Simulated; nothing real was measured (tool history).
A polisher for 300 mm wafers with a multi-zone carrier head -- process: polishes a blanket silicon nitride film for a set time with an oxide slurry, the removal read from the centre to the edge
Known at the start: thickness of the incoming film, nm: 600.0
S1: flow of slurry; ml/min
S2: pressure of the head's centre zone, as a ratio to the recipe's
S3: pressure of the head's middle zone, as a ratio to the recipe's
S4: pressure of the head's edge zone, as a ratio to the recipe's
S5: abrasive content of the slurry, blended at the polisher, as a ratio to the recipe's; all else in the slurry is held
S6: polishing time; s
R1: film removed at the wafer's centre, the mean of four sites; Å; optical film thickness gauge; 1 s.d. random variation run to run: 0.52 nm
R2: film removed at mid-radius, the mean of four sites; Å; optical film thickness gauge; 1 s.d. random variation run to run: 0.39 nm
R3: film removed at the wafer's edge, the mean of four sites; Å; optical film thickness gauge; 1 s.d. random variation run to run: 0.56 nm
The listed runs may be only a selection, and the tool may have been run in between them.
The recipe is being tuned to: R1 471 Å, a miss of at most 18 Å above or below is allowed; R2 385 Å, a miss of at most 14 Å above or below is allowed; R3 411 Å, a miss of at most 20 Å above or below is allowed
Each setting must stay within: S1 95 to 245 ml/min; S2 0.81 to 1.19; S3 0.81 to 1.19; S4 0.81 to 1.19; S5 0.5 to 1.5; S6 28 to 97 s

run 1 hour=0 | S1=155 S2=1 S3=1 S4=1 S5=1 S6=62 | R1=276.88 R2=275.08 R3=277.86
run 2 hour=8.8 | S1=155 S2=1 S3=1 S4=1 S5=0.85 S6=62 | R1=239.98 R2=245.87 R3=243.04
run 3 hour=16.5 | S1=155 S2=1 S3=1 S4=1 S5=0.75 S6=62 | R1=219.41 R2=218.46 R3=217.59
run 4 hour=18.1 | S1=165 S2=1.04 S3=1 S4=1.02 S5=0.85 S6=62 | R1=254.33 R2=253.05 R3=245.54
run 5 hour=26.6 | S1=170 S2=1.07 S3=0.97 S4=1.03 S5=0.95 S6=62 | R1=294.34 R2=263.33 R3=277.54
run 6 hour=31.6 | S1=170 S2=0.99 S3=0.97 S4=1.03 S5=0.95 S6=62 | R1=269.52 R2=267.21 R3=269.84
run 7 hour=35.4 | S1=180 S2=1.03 S3=0.97 S4=1.05 S5=1.05 S6=62 | R1=302.31 R2=289.05 R3=294.87
run 8 hour=43.4 | S1=185 S2=1.06 S3=0.97 S4=1.05 S5=1.15 S6=62 | R1=324.99 R2=304.4 R3=312.36
run 9 hour=45.7 | S1=230 S2=1.16 S3=0.94 S4=1.06 S5=1.4 S6=66 | R1=435.04 R2=355.07 R3=386.39
run 10 hour=46.3 | S1=230 S2=1.17 S3=0.95 S4=1.06 S5=1.4 S6=66 | R1=444.63 R2=367.62 R3=382.63
run 11 hour=48.3 | S1=230 S2=1.17 S3=0.95 S4=1.07 S5=1.4 S6=66 | R1=449.51 R2=365.83 R3=389.61
run 12 hour=57.2 | S1=230 S2=1.17 S3=0.95 S4=1.08 S5=1.4 S6=66 | R1=447.75 R2=364.79 R3=384.3
run 13 hour=65.8 | S1=230 S2=1.17 S3=0.95 S4=1.08 S5=1.45 S6=66 | R1=452.5 R2=372.03 R3=385.16

Of the 5 settings listed for the next run, only one would bring every result within its allowed miss of target. Which one?
run A hour=74.4 | S1=245 S2=1.11 S3=0.89 S4=1.13 S5=1.3 S6=76 | R1=? R2=? R3=?
run B hour=74.4 | S1=235 S2=1.19 S3=0.97 S4=1.13 S5=1.2 S6=75 | R1=? R2=? R3=?
run C hour=74.4 | S1=245 S2=0.98 S3=0.81 S4=1.09 S5=1.1 S6=85 | R1=? R2=? R3=?
run D hour=74.4 | S1=230 S2=1.06 S3=0.84 S4=1.17 S5=1.25 S6=82 | R1=? R2=? R3=?
run E hour=74.4 | S1=245 S2=1.11 S3=0.94 S4=1.02 S5=1.5 S6=66 | R1=? R2=? R3=?

move=A R1=461.92 R2=388.45 R3=442.09
move=B R1=466.9 R2=393.17 R3=416.71
move=C R1=416.22 R2=367.75 R3=444.13
move=D R1=462.31 R2=388.87 R3=473.72
move=E R1=427.9 R2=376.51 R3=388.69
A: takes the result that was furthest off past its target
B: in spec on every target
C: takes the result that was furthest off past its target
D: takes the result that was furthest off past its target
E: misses by more than the last run did
So the answer is move B, the one that meets all the targets.
